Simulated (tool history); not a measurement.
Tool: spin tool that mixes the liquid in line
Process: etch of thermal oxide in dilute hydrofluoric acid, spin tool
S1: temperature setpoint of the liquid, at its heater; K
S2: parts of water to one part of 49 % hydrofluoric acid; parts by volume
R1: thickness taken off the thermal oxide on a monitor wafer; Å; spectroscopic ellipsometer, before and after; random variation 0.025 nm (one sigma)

Run 1, hour 0: S1 294.15 K, S2 245 parts by volume, time under the liquid (s) 260. Result: R1 36.649 Å.
Run 2, hour 3.6: S1 294.15 K, S2 190 parts by volume, time under the liquid (s) 260. Result: R1 50.063 Å.
Run 3, hour 12.6: S1 290.65 K, S2 190 parts by volume, time under the liquid (s) 260. Result: R1 43.715 Å.
Run 4, hour 17.7: S1 293.65 K, S2 190 parts by volume, time under the liquid (s) 260. Result: R1 47.844 Å.
Run 5, hour 18.9: S1 293.15 K, S2 210 parts by volume, time under the liquid (s) 260. Result: R1 42.287 Å.
Run 6, hour 24.7: S1 292.65 K, S2 225 parts by volume, time under the liquid (s) 260. Result: R1 38.391 Å.

The next listed run, before its measurement:
Run 7, hour 32.8: S1 292.15 K, S2 235 parts by volume, time under the liquid (s) 260. Result: R1 ?.

R1: 35.202 Å
